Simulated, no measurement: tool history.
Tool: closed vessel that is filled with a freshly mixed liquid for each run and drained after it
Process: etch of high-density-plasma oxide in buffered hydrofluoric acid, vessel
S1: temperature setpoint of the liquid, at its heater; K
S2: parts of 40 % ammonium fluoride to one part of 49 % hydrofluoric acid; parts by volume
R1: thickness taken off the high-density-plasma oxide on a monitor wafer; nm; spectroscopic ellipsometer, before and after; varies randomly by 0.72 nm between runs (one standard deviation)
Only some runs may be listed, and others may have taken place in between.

Run 1, hour 0: S1 295.15 K, S2 12 parts by volume, time in the liquid (s) 105. Result: R1 128.29 nm.
Run 2, hour 5.2: S1 295.15 K, S2 12 parts by volume, time in the liquid (s) 105. Result: R1 128.61 nm.
Run 3, hour 8.5: S1 294.65 K, S2 12 parts by volume, time in the liquid (s) 105. Result: R1 124.84 nm.
Run 4, hour 14.1: S1 294.65 K, S2 12 parts by volume, time in the liquid (s) 115. Result: R1 138.77 nm.
Run 5, hour 22.4: S1 294.65 K, S2 12 parts by volume, time in the liquid (s) 115. Result: R1 136.43 nm.
Run 6, hour 25.2: S1 294.15 K, S2 12 parts by volume, time in the liquid (s) 115. Result: R1 133.83 nm.

Run 7, settings as shown, results not yet in. Your forecast:
Run 7, hour 33.9: S1 293.65 K, S2 12 parts by volume, time in the liquid (s) 115. Result: R1 ?.

Logged for run 7: R1 129.7 nm.

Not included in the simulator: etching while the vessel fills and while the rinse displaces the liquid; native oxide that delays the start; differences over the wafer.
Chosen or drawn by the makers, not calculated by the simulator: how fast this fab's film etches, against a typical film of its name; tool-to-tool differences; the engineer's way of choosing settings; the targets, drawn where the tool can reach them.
